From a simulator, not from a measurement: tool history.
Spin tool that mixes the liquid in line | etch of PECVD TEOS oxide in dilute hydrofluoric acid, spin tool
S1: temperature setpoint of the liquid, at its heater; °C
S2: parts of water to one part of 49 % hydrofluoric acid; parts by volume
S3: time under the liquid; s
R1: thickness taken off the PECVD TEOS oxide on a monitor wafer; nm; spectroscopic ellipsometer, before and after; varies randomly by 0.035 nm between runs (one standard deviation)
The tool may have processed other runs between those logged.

run  hour    S1   S2  S3      R1
  1     0    23  195  30  2.2941
  2   1.2  24.5  170  30  2.8849
  3   3.3  25.5  155  30  3.3354
  4     6  25.5  155  20  2.2213
  5  10.3  26.5  130  20  2.8246
  6  14.2  26.5  190  20   1.812
  7  14.9    25  160  20  2.1311

For run 8, what comes out?
       22  -- thermometer replaced
  8    22  29  80  30   ?

Run 8 produced R1 7.6396 nm.
